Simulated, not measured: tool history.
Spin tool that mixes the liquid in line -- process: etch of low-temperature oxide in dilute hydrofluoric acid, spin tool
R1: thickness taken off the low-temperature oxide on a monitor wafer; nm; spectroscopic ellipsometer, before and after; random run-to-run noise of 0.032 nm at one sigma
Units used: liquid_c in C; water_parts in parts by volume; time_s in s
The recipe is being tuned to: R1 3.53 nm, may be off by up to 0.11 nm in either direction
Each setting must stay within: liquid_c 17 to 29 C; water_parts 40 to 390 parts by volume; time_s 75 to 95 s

Run 1, hour 0: liquid_c 21 C, water_parts 215 parts by volume, time_s 95 s. Result: R1 6.0777 nm.
Run 2, hour 4.8: liquid_c 21 C, water_parts 215 parts by volume, time_s 75 s. Result: R1 4.7689 nm.
Run 3, hour 6: liquid_c 20.5 C, water_parts 220 parts by volume, time_s 75 s. Result: R1 4.524 nm.
Run 4, hour 13.8: liquid_c 20 C, water_parts 220 parts by volume, time_s 75 s. Result: R1 4.5289 nm.
Run 5, hour 17.9: liquid_c 20 C, water_parts 190 parts by volume, time_s 75 s. Result: R1 5.3412 nm.
Run 6, hour 21.3: liquid_c 18.5 C, water_parts 190 parts by volume, time_s 75 s. Result: R1 5.078 nm.
Run 7, hour 28.1: liquid_c 18.5 C, water_parts 190 parts by volume, time_s 75 s. Result: R1 4.9819 nm.
Run 8, hour 29: liquid_c 18.5 C, water_parts 195 parts by volume, time_s 75 s. Result: R1 4.8658 nm.
Run 9, hour 31.3: liquid_c 18.5 C, water_parts 200 parts by volume, time_s 75 s. Result: R1 4.6724 nm.
Run 10, hour 33.8: liquid_c 18.5 C, water_parts 205 parts by volume, time_s 75 s. Result: R1 4.5609 nm.
At hour 37.7: hydrofluoric acid flow meter replaced.
Run 11, hour 37.7: liquid_c 17 C, water_parts 250 parts by volume, time_s 75 s. Result: R1 3.1662 nm.

Exactly one of the 4 candidate moves below puts every result within its allowed miss. Which one?
Run A, hour 41.6: liquid_c 19 C, water_parts 295 parts by volume, time_s 85 s. Result: R1 ?.
Run B, hour 41.6: liquid_c 17 C, water_parts 290 parts by volume, time_s 85 s. Result: R1 ?.
Run C, hour 41.6: liquid_c 18 C, water_parts 275 parts by volume, time_s 90 s. Result: R1 ?.
Run D, hour 41.6: liquid_c 17 C, water_parts 265 parts by volume, time_s 85 s. Result: R1 ?.

move      R1
   A  3.1681
   B  3.0024
   C  3.5273
   D  3.3563
A: about the same distance from the targets as the last run
B: lands further from the targets than the last run did
C: all results in spec
D: gains on the last run, yet a result remains outside its allowed miss
C is the move that brings every result within its allowed miss.
